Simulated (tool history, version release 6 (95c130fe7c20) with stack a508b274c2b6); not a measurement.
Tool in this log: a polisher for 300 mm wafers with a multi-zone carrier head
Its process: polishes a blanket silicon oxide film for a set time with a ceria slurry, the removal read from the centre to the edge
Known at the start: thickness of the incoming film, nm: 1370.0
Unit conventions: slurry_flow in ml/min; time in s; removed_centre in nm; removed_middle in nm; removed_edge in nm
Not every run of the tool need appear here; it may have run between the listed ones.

run,hour,slurry_flow,centre_zone,middle_zone,edge_zone,time,removed_centre,removed_middle,removed_edge
1,0.0,215,1.00,1.00,1.00,88,236.04,238.06,242.04
2,3.1,220,1.00,1.03,1.03,95,260.58,262.08,261.41
3,11.4,220,1.04,1.03,1.03,95,266.08,261.53,265.36
4,15.3,220,1.01,1.05,1.06,102,274.66,287.84,286.21
5,22.9,225,1.01,1.06,1.08,106,294.64,296.92,306.45
6,30.0,225,1.01,1.06,1.11,106,295.33,300.95,303.42
7,31.9,230,0.99,1.07,1.11,110,305.57,316.48,310.55
8,35.7,230,0.99,1.07,1.11,110,299.82,311.47,314.85

Estimate the outcome of run 9 from the log above:
9,36.7,225,0.98,1.08,1.11,113,?,?,?

removed_centre: 299.36 nm
removed_middle: 322.72 nm
removed_edge: 326.47 nm
